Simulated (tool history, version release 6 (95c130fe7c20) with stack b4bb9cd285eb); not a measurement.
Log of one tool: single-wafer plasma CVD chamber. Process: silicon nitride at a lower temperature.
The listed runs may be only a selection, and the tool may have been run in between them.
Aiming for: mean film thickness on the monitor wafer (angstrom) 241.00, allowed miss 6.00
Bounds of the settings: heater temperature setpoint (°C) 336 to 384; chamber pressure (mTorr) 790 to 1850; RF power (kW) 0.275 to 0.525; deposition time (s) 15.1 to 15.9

run	hour	heater temperature setpoint (°C)	chamber pressure (mTorr)	RF power (kW)	deposition time (s)	mean film thickness on the monitor wafer (angstrom)
1	0.0	360	1320	0.400	15.9	189.61
2	5.0	350	1320	0.400	15.9	189.99
3	10.4	350	1430	0.425	15.9	203.48
4	14.7	350	1650	0.425	15.9	214.37
5	19.2	350	1700	0.435	15.9	219.28
6	27.8	350	1700	0.435	15.1	208.96
7	34.6	350	1730	0.455	15.2	216.05
# hour 37.1: RF generator calibrated
8	37.1	350	1750	0.470	15.3	230.94
9	42.4	350	1760	0.475	15.3	233.09

Which one of the following 5 next-run settings gets every result inside its allowed miss? There is exactly one.
A	47.7	340	1750	0.525	15.8	?
B	47.7	355	1810	0.490	15.5	?
C	47.7	347	1560	0.500	15.3	?
D	47.7	365	1690	0.480	15.1	?
E	47.7	351	1840	0.525	15.5	?

move	mean film thickness on the monitor wafer (angstrom)
A	252.65
B	241.05
C	228.51
D	225.82
E	250.94
A: pushes the last run's worst result past its target
B: each result inside its tolerance
C: misses by more than the last run did
D: misses by more than the last run did
E: pushes the last run's worst result past its target
B meets every target.
